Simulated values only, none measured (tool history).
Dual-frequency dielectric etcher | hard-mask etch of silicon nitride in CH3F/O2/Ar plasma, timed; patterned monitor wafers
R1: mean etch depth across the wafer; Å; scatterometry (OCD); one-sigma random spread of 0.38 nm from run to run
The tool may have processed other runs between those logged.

Run 1, hour 0.0: source power (W) 350, bias power (W) 83, etch time (s) 182.0. Result: R1 1337.6 Å.
Run 2, hour 3.7: source power (W) 380, bias power (W) 86, etch time (s) 182.5. Result: R1 1412.4 Å.
Run 3, hour 5.3: source power (W) 330, bias power (W) 86, etch time (s) 182.5. Result: R1 1336.4 Å.
Run 4, hour 8.2: source power (W) 270, bias power (W) 86, etch time (s) 182.5. Result: R1 1263.5 Å.
Run 5, hour 12.7: source power (W) 310, bias power (W) 90, etch time (s) 183.0. Result: R1 1348.9 Å.
Run 6, hour 20.0: source power (W) 340, bias power (W) 92, etch time (s) 183.0. Result: R1 1404.3 Å.
Run 7, hour 22.9: source power (W) 360, bias power (W) 94, etch time (s) 183.0. Result: R1 1445.8 Å.

Estimate the outcome of run 8 from the log above:
Run 8, hour 30.9: source power (W) 370, bias power (W) 95, etch time (s) 183.0. Result: R1 ?.

{"run 8": {"R1": 1465.1}}
